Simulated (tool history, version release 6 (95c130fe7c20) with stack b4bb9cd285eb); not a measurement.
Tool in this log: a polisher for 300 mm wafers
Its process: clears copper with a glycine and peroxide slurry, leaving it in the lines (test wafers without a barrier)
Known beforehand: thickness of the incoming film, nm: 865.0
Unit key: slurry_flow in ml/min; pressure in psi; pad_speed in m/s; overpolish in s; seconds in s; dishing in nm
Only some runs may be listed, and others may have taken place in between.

Run 1, hour 0: slurry_flow 300 ml/min, pressure 3.5 psi, pad_speed 0.94 m/s, overpolish 18 s. Result: seconds 121.1 s, dishing 82.933 nm.
Run 2, hour 3.4: slurry_flow 300 ml/min, pressure 3.9 psi, pad_speed 0.94 m/s, overpolish 18 s. Result: seconds 108.65 s, dishing 90.175 nm.
Run 3, hour 8.3: slurry_flow 300 ml/min, pressure 3.9 psi, pad_speed 0.82 m/s, overpolish 18 s. Result: seconds 121.28 s, dishing 80.225 nm.
Run 4, hour 17.3: slurry_flow 300 ml/min, pressure 3.5 psi, pad_speed 0.82 m/s, overpolish 18 s. Result: seconds 133.69 s, dishing 75.373 nm.
Run 5, hour 21.4: slurry_flow 300 ml/min, pressure 3.5 psi, pad_speed 0.82 m/s, overpolish 10 s. Result: seconds 134.31 s, dishing 45.338 nm.
Run 6, hour 23.5: slurry_flow 300 ml/min, pressure 3.8 psi, pad_speed 0.9 m/s, overpolish 11 s. Result: seconds 118.04 s, dishing 55.793 nm.

Predict the results of run 7:
Run 7, hour 24.4: slurry_flow 300 ml/min, pressure 4.1 psi, pad_speed 0.94 m/s, overpolish 12 s. Result: seconds ?, dishing ?.

seconds: 104.45 s
dishing: 65.906 nm
